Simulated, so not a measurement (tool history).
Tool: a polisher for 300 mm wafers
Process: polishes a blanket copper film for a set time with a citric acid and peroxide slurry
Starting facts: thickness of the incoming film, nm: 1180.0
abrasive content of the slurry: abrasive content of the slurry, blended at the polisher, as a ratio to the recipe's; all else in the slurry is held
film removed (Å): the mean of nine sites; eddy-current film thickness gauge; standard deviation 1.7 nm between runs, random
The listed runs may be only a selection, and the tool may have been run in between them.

run  hour  flow of slurry (ml/min)  pressure of the wafer on the pad (psi)  speed of the pad under the wafer (m/s)  abrasive content of the slurry  polishing time (s)  film removed (Å)
  1   0.0                      170                                     3.4                                    1.20                             1.0                 102            2680.0
  2   3.2                      165                                     3.1                                    1.20                             1.0                 102            2429.0
  3  11.9                      160                                     2.9                                    1.20                             1.0                 102            2298.5
  4  17.7                      155                                     2.7                                    1.20                             1.0                 102            2125.7
  5  22.3                      150                                     2.6                                    1.20                             1.0                 102            2071.5
  6  26.4                      145                                     2.5                                    1.20                             1.0                 102            2010.9
     33.0  -- worn pad replaced by a new one
  7  33.0                      145                                     2.4                                    1.20                             1.0                 102            2070.0

Predict the results of run 8:
  8  40.0                      145                                     2.3                                    1.20                             1.0                 102                 ?

film removed (Å): 2010.7

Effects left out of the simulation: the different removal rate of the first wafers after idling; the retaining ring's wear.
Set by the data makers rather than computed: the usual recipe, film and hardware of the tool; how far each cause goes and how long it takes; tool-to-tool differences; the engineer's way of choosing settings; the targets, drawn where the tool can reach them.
